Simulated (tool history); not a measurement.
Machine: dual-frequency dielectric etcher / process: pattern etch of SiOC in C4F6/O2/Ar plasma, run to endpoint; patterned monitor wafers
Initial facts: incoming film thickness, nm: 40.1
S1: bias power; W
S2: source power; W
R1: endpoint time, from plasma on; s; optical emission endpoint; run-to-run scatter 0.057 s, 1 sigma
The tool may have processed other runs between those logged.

run	day	S1	S2	R1
1	0	404	290	16.354
2	0.1	423	290	16.213
3	0.392	456	290	15.926
4	0.629	473	290	15.733
5	0.721	486	290	15.476
6	0.983	493	290	15.447
7	1.196	499	290	15.496
8	1.517	507	290	15.412
9	1.608	507	290	15.463
10	1.704	515	290	15.347

What will run 11 give?
11	1.904	515	290	?

R1: 15.422 s

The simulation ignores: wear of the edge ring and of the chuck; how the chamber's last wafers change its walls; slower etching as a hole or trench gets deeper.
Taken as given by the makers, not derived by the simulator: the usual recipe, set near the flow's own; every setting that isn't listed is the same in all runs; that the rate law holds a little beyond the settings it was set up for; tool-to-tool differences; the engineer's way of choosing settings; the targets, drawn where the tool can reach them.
